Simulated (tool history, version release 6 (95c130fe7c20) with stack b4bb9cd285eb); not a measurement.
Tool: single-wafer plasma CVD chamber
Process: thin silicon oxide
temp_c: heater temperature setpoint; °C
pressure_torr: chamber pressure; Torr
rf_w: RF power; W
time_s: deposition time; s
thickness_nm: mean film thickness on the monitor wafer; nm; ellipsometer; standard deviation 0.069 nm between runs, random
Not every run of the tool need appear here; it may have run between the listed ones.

Run 1, hour 0: temp_c 405 °C, pressure_torr 0.814 Torr, rf_w 330 W, time_s 9.6 s. Result: thickness_nm 20.509 nm.
Run 2, hour 5.9: temp_c 405 °C, pressure_torr 0.814 Torr, rf_w 285 W, time_s 9.6 s. Result: thickness_nm 19.369 nm.
Run 3, hour 10.1: temp_c 398 °C, pressure_torr 0.814 Torr, rf_w 285 W, time_s 9.6 s. Result: thickness_nm 19.223 nm.
Run 4, hour 17.6: temp_c 398 °C, pressure_torr 0.732 Torr, rf_w 275 W, time_s 9.5 s. Result: thickness_nm 16.865 nm.
Run 5, hour 24.1: temp_c 398 °C, pressure_torr 0.732 Torr, rf_w 275 W, time_s 9.6 s. Result: thickness_nm 17.084 nm.
Run 6, hour 27.4: temp_c 398 °C, pressure_torr 0.67 Torr, rf_w 270 W, time_s 9.6 s. Result: thickness_nm 15.287 nm.

Forecast run 7:
Run 7, hour 35.7: temp_c 398 °C, pressure_torr 0.634 Torr, rf_w 270 W, time_s 9.6 s. Result: thickness_nm ?.

Run 7 measured thickness_nm 14.366 nm.
